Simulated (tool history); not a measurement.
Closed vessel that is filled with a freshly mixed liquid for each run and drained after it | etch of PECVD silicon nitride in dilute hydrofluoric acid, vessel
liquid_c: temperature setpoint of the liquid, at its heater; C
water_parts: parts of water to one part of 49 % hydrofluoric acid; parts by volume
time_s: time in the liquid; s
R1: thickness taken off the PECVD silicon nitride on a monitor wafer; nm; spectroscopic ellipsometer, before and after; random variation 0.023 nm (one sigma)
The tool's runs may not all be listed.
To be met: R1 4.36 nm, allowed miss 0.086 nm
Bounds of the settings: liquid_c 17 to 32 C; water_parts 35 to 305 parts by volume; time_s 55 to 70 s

{"run": 1, "hour": 0.0, "liquid_c": 24, "water_parts": 170, "time_s": 70, "R1": 2.2923}
{"run": 2, "hour": 7.7, "liquid_c": 24, "water_parts": 125, "time_s": 70, "R1": 3.0701}
{"run": 3, "hour": 11.1, "liquid_c": 25.5, "water_parts": 125, "time_s": 70, "R1": 3.3831}
{"run": 4, "hour": 18.9, "liquid_c": 26.5, "water_parts": 125, "time_s": 70, "R1": 3.633}
{"run": 5, "hour": 23.7, "liquid_c": 26.5, "water_parts": 180, "time_s": 70, "R1": 2.5056}
{"run": 6, "hour": 24.9, "liquid_c": 26.5, "water_parts": 180, "time_s": 55, "R1": 1.9561}
{"run": 7, "hour": 32.9, "liquid_c": 28, "water_parts": 160, "time_s": 55, "R1": 2.4415}
{"run": 8, "hour": 37.4, "liquid_c": 29, "water_parts": 145, "time_s": 55, "R1": 2.8618}
{"run": 9, "hour": 42.4, "liquid_c": 30, "water_parts": 135, "time_s": 55, "R1": 3.2469}
{"run": 10, "hour": 49.1, "liquid_c": 30.5, "water_parts": 125, "time_s": 55, "R1": 3.6603}
{"run": 11, "hour": 54.8, "liquid_c": 31, "water_parts": 120, "time_s": 55, "R1": 3.867}

4 next moves are on the table. One of them brings every result within its allowed miss. Which?
{"run": "A", "hour": 60.5, "liquid_c": 32, "water_parts": 145, "time_s": 70, "R1": "?"}
{"run": "B", "hour": 60.5, "liquid_c": 30, "water_parts": 115, "time_s": 65, "R1": "?"}
{"run": "C", "hour": 60.5, "liquid_c": 31, "water_parts": 125, "time_s": 60, "R1": "?"}
{"run": "D", "hour": 60.5, "liquid_c": 31.5, "water_parts": 115, "time_s": 60, "R1": "?"}

move=A R1=4.3171
move=B R1=4.4873
move=C R1=4.05
move=D R1=4.545
A: meets every target
B: takes the result that was furthest off past its target
C: nearer than the last run, and not there yet
D: takes the result that was furthest off past its target
Answer: A

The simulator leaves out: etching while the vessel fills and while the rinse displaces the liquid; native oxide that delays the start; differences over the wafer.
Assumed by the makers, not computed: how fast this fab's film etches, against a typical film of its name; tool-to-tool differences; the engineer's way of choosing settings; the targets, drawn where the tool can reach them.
